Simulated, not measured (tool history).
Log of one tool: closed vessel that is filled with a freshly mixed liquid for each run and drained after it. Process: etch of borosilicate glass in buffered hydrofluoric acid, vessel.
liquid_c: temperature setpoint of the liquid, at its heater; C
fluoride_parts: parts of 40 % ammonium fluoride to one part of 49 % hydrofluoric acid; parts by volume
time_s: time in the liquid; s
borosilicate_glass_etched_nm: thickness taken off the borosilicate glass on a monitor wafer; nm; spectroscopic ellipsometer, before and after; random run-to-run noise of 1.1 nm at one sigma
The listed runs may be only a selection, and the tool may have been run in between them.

run,hour,liquid_c,fluoride_parts,time_s,borosilicate_glass_etched_nm
1,0,22,15,100,71.829
2,5.3,22,19,100,57.226
3,10.1,22,22,100,51.511
4,11.5,23.5,20.5,100,57.751
5,15.8,23.5,20.5,100,58.349
6,16.9,20.5,20.5,100,49.504
7,23.5,22,19.5,100,54.565
8,24,26,14.5,100,93.47
9,28,26.5,14.5,100,96.373
10,35,27,14.5,100,99.043
11,42.7,27.5,14.5,100,100.53

Predict the results of run 12:
12,43.4,28,14.5,100,?

borosilicate_glass_etched_nm: 103.76 nm
